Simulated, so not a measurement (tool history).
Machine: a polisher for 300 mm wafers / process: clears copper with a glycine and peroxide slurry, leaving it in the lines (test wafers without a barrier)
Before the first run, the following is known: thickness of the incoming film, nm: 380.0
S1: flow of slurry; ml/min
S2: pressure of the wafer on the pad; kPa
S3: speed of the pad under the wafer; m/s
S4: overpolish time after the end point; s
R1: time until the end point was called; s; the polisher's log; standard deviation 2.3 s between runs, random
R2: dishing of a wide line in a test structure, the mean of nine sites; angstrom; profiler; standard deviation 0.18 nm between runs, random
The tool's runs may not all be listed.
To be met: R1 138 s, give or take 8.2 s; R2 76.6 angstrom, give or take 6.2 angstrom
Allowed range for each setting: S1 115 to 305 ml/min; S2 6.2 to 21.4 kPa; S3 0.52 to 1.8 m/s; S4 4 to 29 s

Run 1, hour 0: S1 195 ml/min, S2 13.8 kPa, S3 1.16 m/s, S4 15 s. Result: R1 80.491 s, R2 394.73 angstrom.
Run 2, hour 1: S1 165 ml/min, S2 11 kPa, S3 1.04 m/s, S4 11 s. Result: R1 105.71 s, R2 254.76 angstrom.
Run 3, hour 9.5: S1 150 ml/min, S2 9.7 kPa, S3 0.98 m/s, S4 9 s. Result: R1 120.12 s, R2 176.5 angstrom.
Run 4, hour 13.5: S1 140 ml/min, S2 8.3 kPa, S3 0.98 m/s, S4 7 s. Result: R1 138.28 s, R2 135.64 angstrom.
Run 5, hour 14.4: S1 180 ml/min, S2 8.3 kPa, S3 0.98 m/s, S4 7 s. Result: R1 130.63 s, R2 134.15 angstrom.
Run 6, hour 20.8: S1 225 ml/min, S2 7.6 kPa, S3 0.96 m/s, S4 6 s. Result: R1 135.93 s, R2 108.86 angstrom.
Run 7, hour 22.8: S1 255 ml/min, S2 6.9 kPa, S3 0.98 m/s, S4 5 s. Result: R1 140.5 s, R2 93.887 angstrom.
Run 8, hour 24: S1 270 ml/min, S2 6.9 kPa, S3 1 m/s, S4 5 s. Result: R1 139.02 s, R2 96.795 angstrom.

Which one of the following 5 next-run settings gets every result inside its allowed miss? There is exactly one.
Run A, hour 25.2: S1 300 ml/min, S2 6.9 kPa, S3 0.94 m/s, S4 6 s. Result: R1 ?, R2 ?.
Run B, hour 25.2: S1 305 ml/min, S2 7.6 kPa, S3 0.9 m/s, S4 4 s. Result: R1 ?, R2 ?.
Run C, hour 25.2: S1 280 ml/min, S2 6.2 kPa, S3 0.9 m/s, S4 4 s. Result: R1 ?, R2 ?.
Run D, hour 25.2: S1 260 ml/min, S2 6.2 kPa, S3 1.1 m/s, S4 7 s. Result: R1 ?, R2 ?.
Run E, hour 25.2: S1 225 ml/min, S2 9 kPa, S3 0.82 m/s, S4 7 s. Result: R1 ?, R2 ?.

move      R1      R2
   A  136.87   109.4
   B  132.97  76.375
   C   149.9  67.978
   D   133.5  129.05
   E  132.07  131.37
A: the biggest miss grows against the last run
B: all results land within tolerance of their targets
C: carries the result that was furthest off beyond its target, to the other side
D: the biggest miss grows against the last run
E: the biggest miss grows against the last run
B meets every target.
